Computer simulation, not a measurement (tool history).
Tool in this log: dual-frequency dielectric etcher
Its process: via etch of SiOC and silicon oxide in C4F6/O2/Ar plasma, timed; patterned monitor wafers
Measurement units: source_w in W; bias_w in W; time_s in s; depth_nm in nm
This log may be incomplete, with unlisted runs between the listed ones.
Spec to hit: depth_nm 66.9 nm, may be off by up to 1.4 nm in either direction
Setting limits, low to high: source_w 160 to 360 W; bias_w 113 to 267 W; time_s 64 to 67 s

run,hour,source_w,bias_w,time_s,depth_nm
1,0,260,190,64,58.121
2,6,260,190,64,58.6
3,12.4,260,190,64,58.801
4,19.8,260,190,67,61.044
5,20.5,280,190,67,63.016
6,25.6,280,191,67,63.048
7,32.8,280,192,67,62.366
8,33.8,290,196,67,63.349

Below are 5 possible settings for the next run. Only one of them brings all results inside the allowed miss of their targets. Which is it?
A,34.8,300,208,65.5,?
B,34.8,280,188,64.5,?
C,34.8,340,202,66,?
D,34.8,280,184,66,?
E,34.8,310,200,64,?

move,depth_nm
A,64.324
B,59.866
C,66.414
D,60.774
E,62.509
A: gains on the last run, yet a result remains outside its allowed miss
B: moves away from the targets compared with the last run
C: all results land within tolerance of their targets
D: moves away from the targets compared with the last run
E: moves away from the targets compared with the last run
C is the move that brings every result within its allowed miss.
